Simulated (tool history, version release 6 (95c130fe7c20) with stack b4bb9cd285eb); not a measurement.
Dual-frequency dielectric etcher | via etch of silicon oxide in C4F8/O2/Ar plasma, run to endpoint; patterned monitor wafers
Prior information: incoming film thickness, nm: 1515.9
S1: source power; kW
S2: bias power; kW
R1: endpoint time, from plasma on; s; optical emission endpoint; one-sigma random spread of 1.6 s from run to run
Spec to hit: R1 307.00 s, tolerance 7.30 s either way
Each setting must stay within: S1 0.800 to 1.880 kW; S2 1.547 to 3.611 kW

| run | hour | S1 | S2 | R1 |
|---|---|---|---|---|
| 1 | 0.0 | 1.340 | 2.579 | 346.46 |
| 2 | 2.4 | 1.450 | 2.640 | 332.65 |
| 3 | 5.1 | 1.520 | 2.679 | 327.42 |
| 4 | 5.7 | 1.360 | 2.679 | 339.72 |
| 5 | 10.0 | 1.460 | 2.743 | 329.14 |
| 6 | 10.7 | 1.530 | 2.788 | 318.36 |
| 7 | 17.5 | 1.530 | 2.788 | 323.22 |
| 8 | 23.2 | 1.580 | 2.829 | 318.33 |

Which one of the following 4 next-run settings gets every result inside its allowed miss? There is exactly one.
| A | 28.9 | 1.690 | 3.197 | ? |
| B | 28.9 | 1.530 | 3.185 | ? |
| C | 28.9 | 1.450 | 2.878 | ? |
| D | 28.9 | 1.570 | 2.530 | ? |

| move | R1 |
|---|---|
| A | 293.68 |
| B | 306.16 |
| C | 324.07 |
| D | 327.73 |
A: carries the result that was furthest off beyond its target, to the other side
B: every result within its allowed miss
C: further off than the last run
D: further off than the last run
B is the move that brings every result within its allowed miss.
